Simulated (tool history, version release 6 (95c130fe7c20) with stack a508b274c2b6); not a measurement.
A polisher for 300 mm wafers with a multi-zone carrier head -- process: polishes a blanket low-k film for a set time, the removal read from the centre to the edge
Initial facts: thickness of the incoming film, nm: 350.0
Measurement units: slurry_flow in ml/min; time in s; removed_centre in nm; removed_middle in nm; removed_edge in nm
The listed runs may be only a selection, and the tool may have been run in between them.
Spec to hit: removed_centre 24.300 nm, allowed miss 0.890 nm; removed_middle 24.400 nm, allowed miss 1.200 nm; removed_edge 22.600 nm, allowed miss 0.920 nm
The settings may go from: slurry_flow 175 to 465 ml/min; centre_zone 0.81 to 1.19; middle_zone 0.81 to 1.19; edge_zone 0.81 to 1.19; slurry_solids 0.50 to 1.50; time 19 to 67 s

Run 1, day 0.000: slurry_flow 295 ml/min, centre_zone 1.00, middle_zone 1.00, edge_zone 1.00, slurry_solids 1.00, time 43 s. Result: removed_centre 19.579 nm, removed_middle 19.834 nm, removed_edge 19.498 nm.
Run 2, day 0.171: slurry_flow 295 ml/min, centre_zone 1.00, middle_zone 0.92, edge_zone 1.00, slurry_solids 1.00, time 43 s. Result: removed_centre 19.425 nm, removed_middle 18.654 nm, removed_edge 20.137 nm.
Run 3, day 0.479: slurry_flow 295 ml/min, centre_zone 1.01, middle_zone 0.94, edge_zone 1.00, slurry_solids 1.05, time 43 s. Result: removed_centre 20.176 nm, removed_middle 18.988 nm, removed_edge 20.023 nm.
Run 4, day 0.721: slurry_flow 295 ml/min, centre_zone 1.01, middle_zone 0.96, edge_zone 1.01, slurry_solids 1.10, time 43 s. Result: removed_centre 20.479 nm, removed_middle 20.769 nm, removed_edge 20.712 nm.
Run 5, day 0.771: slurry_flow 295 ml/min, centre_zone 1.02, middle_zone 0.96, edge_zone 1.02, slurry_solids 1.10, time 43 s. Result: removed_centre 21.055 nm, removed_middle 20.192 nm, removed_edge 20.639 nm.
Run 6, day 0.992: slurry_flow 330 ml/min, centre_zone 1.02, middle_zone 0.96, edge_zone 1.02, slurry_solids 1.10, time 43 s. Result: removed_centre 21.273 nm, removed_middle 19.834 nm, removed_edge 20.842 nm.
Run 7, day 1.262: slurry_flow 330 ml/min, centre_zone 1.02, middle_zone 0.97, edge_zone 1.02, slurry_solids 1.15, time 43 s. Result: removed_centre 21.412 nm, removed_middle 20.991 nm, removed_edge 20.913 nm.
Run 8, day 1.483: slurry_flow 330 ml/min, centre_zone 1.04, middle_zone 0.99, edge_zone 1.04, slurry_solids 1.25, time 43 s. Result: removed_centre 22.997 nm, removed_middle 21.415 nm, removed_edge 21.772 nm.
Run 9, day 1.642: slurry_flow 330 ml/min, centre_zone 1.04, middle_zone 1.00, edge_zone 1.04, slurry_solids 1.25, time 43 s. Result: removed_centre 22.637 nm, removed_middle 21.286 nm, removed_edge 21.680 nm.
Run 10, day 1.700: slurry_flow 330 ml/min, centre_zone 1.04, middle_zone 1.01, edge_zone 1.04, slurry_solids 1.25, time 43 s. Result: removed_centre 22.792 nm, removed_middle 22.755 nm, removed_edge 22.192 nm.
Run 11, day 1.825: slurry_flow 350 ml/min, centre_zone 1.09, middle_zone 1.05, edge_zone 1.04, slurry_solids 1.25, time 43 s. Result: removed_centre 24.200 nm, removed_middle 22.749 nm, removed_edge 21.858 nm.

5 next moves are on the table. One of them brings every result within its allowed miss. Which?
Run A, day 1.950: slurry_flow 385 ml/min, centre_zone 1.15, middle_zone 0.94, edge_zone 1.08, slurry_solids 1.45, time 41 s. Result: removed_centre ?, removed_middle ?, removed_edge ?.
Run B, day 1.950: slurry_flow 395 ml/min, centre_zone 1.12, middle_zone 0.94, edge_zone 1.14, slurry_solids 1.15, time 44 s. Result: removed_centre ?, removed_middle ?, removed_edge ?.
Run C, day 1.950: slurry_flow 340 ml/min, centre_zone 1.06, middle_zone 0.94, edge_zone 1.06, slurry_solids 1.25, time 45 s. Result: removed_centre ?, removed_middle ?, removed_edge ?.
Run D, day 1.950: slurry_flow 380 ml/min, centre_zone 1.15, middle_zone 1.15, edge_zone 1.14, slurry_solids 1.30, time 41 s. Result: removed_centre ?, removed_middle ?, removed_edge ?.
Run E, day 1.950: slurry_flow 370 ml/min, centre_zone 1.15, middle_zone 1.02, edge_zone 1.01, slurry_solids 1.20, time 42 s. Result: removed_centre ?, removed_middle ?, removed_edge ?.

move  removed_centre  removed_middle  removed_edge
   A          24.848          21.546        22.591
   B          23.850          21.149        22.709
   C          23.824          22.166        23.087
   D          23.854          24.165        22.139
   E          23.600          21.784        20.829
A: its largest miss is bigger than the last run's
B: its largest miss is bigger than the last run's
C: its largest miss is bigger than the last run's
D: each result inside its tolerance
E: its largest miss is bigger than the last run's
Move D is the one to make.
